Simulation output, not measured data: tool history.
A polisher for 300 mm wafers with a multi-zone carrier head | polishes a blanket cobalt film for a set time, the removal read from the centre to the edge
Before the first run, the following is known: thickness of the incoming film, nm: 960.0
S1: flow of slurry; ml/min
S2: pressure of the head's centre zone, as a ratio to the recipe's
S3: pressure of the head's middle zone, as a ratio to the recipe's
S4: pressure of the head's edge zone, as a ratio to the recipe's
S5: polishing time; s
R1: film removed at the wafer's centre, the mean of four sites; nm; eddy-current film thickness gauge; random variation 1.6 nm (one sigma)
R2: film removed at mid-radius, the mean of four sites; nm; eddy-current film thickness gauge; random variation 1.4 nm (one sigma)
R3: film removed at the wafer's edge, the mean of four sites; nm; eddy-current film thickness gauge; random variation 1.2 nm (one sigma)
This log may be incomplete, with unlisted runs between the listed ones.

run	hour	S1	S2	S3	S4	S5	R1	R2	R3
1	0.0	190	1.00	1.00	1.00	59	240.55	246.89	256.40
2	8.6	190	1.09	1.00	1.00	59	262.45	248.23	252.79
3	15.2	190	1.09	1.00	0.93	59	267.47	247.49	242.16
4	23.3	210	1.09	1.00	0.93	59	266.03	250.91	246.05
5	25.9	210	1.17	1.00	0.93	59	287.89	251.36	247.10
6	28.9	210	1.17	1.00	0.99	59	286.38	249.85	254.97
7	33.4	200	1.10	1.00	0.95	51	229.22	214.82	215.06
8	40.8	190	1.05	1.01	0.91	46	198.74	195.29	186.87
9	49.5	180	1.00	1.00	0.89	43	169.29	177.25	172.02
10	55.7	170	0.99	1.00	0.87	41	164.32	170.33	162.65
11	62.0	165	0.97	1.00	0.85	40	152.46	166.32	154.96
12	67.6	155	0.96	0.99	0.84	39	147.54	157.48	151.06
13	73.4	150	0.95	1.00	0.83	38	140.58	152.33	143.76

Run 14 has not been measured yet. What should we expect?
14	81.2	145	0.94	1.01	0.83	38	?	?	?

R1: 137.59 nm
R2: 154.18 nm
R3: 144.58 nm

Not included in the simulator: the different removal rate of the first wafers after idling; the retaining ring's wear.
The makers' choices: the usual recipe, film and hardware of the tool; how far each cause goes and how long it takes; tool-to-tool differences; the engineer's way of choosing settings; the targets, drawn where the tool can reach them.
